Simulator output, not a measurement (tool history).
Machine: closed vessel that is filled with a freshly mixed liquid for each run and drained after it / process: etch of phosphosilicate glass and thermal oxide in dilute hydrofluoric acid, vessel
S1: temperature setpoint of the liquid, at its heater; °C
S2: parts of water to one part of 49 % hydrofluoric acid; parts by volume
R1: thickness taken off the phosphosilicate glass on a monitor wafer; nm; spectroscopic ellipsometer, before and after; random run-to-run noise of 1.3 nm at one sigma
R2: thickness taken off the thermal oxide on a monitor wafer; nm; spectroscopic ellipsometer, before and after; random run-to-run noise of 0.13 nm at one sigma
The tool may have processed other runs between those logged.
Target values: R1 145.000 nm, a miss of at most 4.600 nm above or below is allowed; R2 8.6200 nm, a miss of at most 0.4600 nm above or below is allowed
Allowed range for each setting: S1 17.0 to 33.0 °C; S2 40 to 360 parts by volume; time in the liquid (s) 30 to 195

Run 1, hour 0.0: S1 25.0 °C, S2 200 parts by volume, time in the liquid (s) 100. Result: R1 38.351 nm, R2 2.2644 nm.
Run 2, hour 1.1: S1 27.5 °C, S2 150 parts by volume, time in the liquid (s) 105. Result: R1 61.793 nm, R2 3.7178 nm.
Run 3, hour 2.5: S1 29.0 °C, S2 120 parts by volume, time in the liquid (s) 105. Result: R1 83.136 nm, R2 4.9723 nm.
Run 4, hour 7.9: S1 30.0 °C, S2 100 parts by volume, time in the liquid (s) 105. Result: R1 108.650 nm, R2 6.4042 nm.
Run 5, hour 16.1: S1 31.5 °C, S2 100 parts by volume, time in the liquid (s) 105. Result: R1 113.900 nm, R2 6.7052 nm.
Run 6, hour 25.0: S1 29.5 °C, S2 100 parts by volume, time in the liquid (s) 105. Result: R1 105.900 nm, R2 6.4343 nm.
Run 7, hour 30.5: S1 32.5 °C, S2 55 parts by volume, time in the liquid (s) 105. Result: R1 231.350 nm, R2 14.0460 nm.
Run 8, hour 36.1: S1 28.5 °C, S2 55 parts by volume, time in the liquid (s) 105. Result: R1 200.280 nm, R2 11.5800 nm.
Run 9, hour 43.9: S1 29.0 °C, S2 65 parts by volume, time in the liquid (s) 105. Result: R1 168.780 nm, R2 10.1480 nm.
Run 10, hour 51.1: S1 27.5 °C, S2 65 parts by volume, time in the liquid (s) 105. Result: R1 159.040 nm, R2 9.4655 nm.
Run 11, hour 56.0: S1 27.5 °C, S2 65 parts by volume, time in the liquid (s) 105. Result: R1 158.380 nm, R2 9.5483 nm.

Which of these 5 next moves meets every target?
Run A, hour 60.9: S1 29.0 °C, S2 80 parts by volume, time in the liquid (s) 115. Result: R1 ?, R2 ?.
Run B, hour 60.9: S1 18.0 °C, S2 70 parts by volume, time in the liquid (s) 165. Result: R1 ?, R2 ?.
Run C, hour 60.9: S1 32.5 °C, S2 50 parts by volume, time in the liquid (s) 65. Result: R1 ?, R2 ?.
Run D, hour 60.9: S1 27.0 °C, S2 55 parts by volume, time in the liquid (s) 90. Result: R1 ?, R2 ?.
Run E, hour 60.9: S1 33.0 °C, S2 75 parts by volume, time in the liquid (s) 105. Result: R1 ?, R2 ?.

move       R1      R2
   A  144.090  8.6741
   B  153.200  9.2222
   C  156.080  9.3956
   D  157.130  9.4591
   E  164.550  9.9056
A: each result inside its tolerance
B: gains on the last run, yet a result remains outside its allowed miss
C: gains on the last run, yet a result remains outside its allowed miss
D: gains on the last run, yet a result remains outside its allowed miss
E: lands further from the targets than the last run did
The right move is A.
